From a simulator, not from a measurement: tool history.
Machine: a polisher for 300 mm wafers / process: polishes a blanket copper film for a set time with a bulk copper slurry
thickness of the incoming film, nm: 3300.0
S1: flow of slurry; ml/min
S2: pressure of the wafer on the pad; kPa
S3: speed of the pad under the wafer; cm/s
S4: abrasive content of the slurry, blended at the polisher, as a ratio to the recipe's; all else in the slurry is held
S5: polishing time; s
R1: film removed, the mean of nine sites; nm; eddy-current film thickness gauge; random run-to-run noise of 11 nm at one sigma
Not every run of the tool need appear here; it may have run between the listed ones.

{"run": 1, "hour": 0.0, "S1": 200, "S2": 15.9, "S3": 140, "S4": 1, "S5": 49, "R1": 510.08}
{"run": 2, "hour": 4.7, "S1": 200, "S2": 17.9, "S3": 142, "S4": 1, "S5": 49, "R1": 585.22}
{"run": 3, "hour": 6.8, "S1": 200, "S2": 17.9, "S3": 142, "S4": 1, "S5": 49, "R1": 579.44}
{"run": 4, "hour": 7.7, "S1": 200, "S2": 17.9, "S3": 174, "S4": 1, "S5": 49, "R1": 691.68}
{"hour": 13.4, "done": "slurry nozzle cleaned"}
{"run": 5, "hour": 13.4, "S1": 200, "S2": 17.9, "S3": 174, "S4": 1.1, "S5": 49, "R1": 710.81}
{"run": 6, "hour": 21.3, "S1": 200, "S2": 18.6, "S3": 174, "S4": 1.1, "S5": 49, "R1": 749.28}

What will run 7 give?
{"run": 7, "hour": 23.8, "S1": 205, "S2": 22.8, "S3": 176, "S4": 1.1, "S5": 49, "R1": "?"}

For run 7 the tool returned R1 909.28 nm.
